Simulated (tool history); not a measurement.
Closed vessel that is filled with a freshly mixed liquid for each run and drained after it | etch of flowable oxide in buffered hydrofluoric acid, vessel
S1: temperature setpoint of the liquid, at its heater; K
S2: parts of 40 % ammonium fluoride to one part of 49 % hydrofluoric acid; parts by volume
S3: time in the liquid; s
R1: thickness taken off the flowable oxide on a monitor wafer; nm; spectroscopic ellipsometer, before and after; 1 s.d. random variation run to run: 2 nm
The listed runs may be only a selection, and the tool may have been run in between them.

{"run": 1, "day": 0.0, "S1": 295.15, "S2": 7, "S3": 30, "R1": 186.99}
{"run": 2, "day": 0.033, "S1": 295.15, "S2": 7, "S3": 30, "R1": 186.88}
{"run": 3, "day": 0.142, "S1": 295.15, "S2": 8.5, "S3": 30, "R1": 153.57}
{"run": 4, "day": 0.312, "S1": 295.15, "S2": 8.5, "S3": 30, "R1": 155.01}
{"run": 5, "day": 0.425, "S1": 296.15, "S2": 8.5, "S3": 30, "R1": 161.73}
{"run": 6, "day": 0.775, "S1": 297.15, "S2": 8.5, "S3": 30, "R1": 173.2}

The next listed run, before its measurement:
{"run": 7, "day": 0.942, "S1": 297.65, "S2": 8.5, "S3": 30, "R1": "?"}

R1: 177.17 nm

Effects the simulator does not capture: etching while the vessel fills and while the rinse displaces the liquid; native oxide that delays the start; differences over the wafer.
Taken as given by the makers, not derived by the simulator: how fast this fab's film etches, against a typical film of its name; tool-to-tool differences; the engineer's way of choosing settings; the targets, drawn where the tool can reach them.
